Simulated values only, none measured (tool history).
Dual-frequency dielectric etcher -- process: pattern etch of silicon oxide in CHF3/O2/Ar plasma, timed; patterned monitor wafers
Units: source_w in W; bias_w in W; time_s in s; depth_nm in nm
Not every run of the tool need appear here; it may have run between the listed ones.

run	hour	source_w	bias_w	time_s	depth_nm
1	0.0	690	141	628.5	1164.4
2	5.3	690	123	628.5	1135.2
3	10.5	690	123	657.0	1176.5
4	12.9	690	123	628.5	1124.7
5	21.0	660	120	628.5	1110.7
6	27.9	720	120	628.5	1135.8
7	34.4	720	120	628.5	1144.5
8	40.2	690	117	628.5	1116.5
9	48.3	660	114	628.5	1093.3
10	52.5	630	111	628.5	1059.6

Estimate the outcome of run 11 from the log above:
11	53.2	610	110	628.5	?

depth_nm: 1044.9 nm
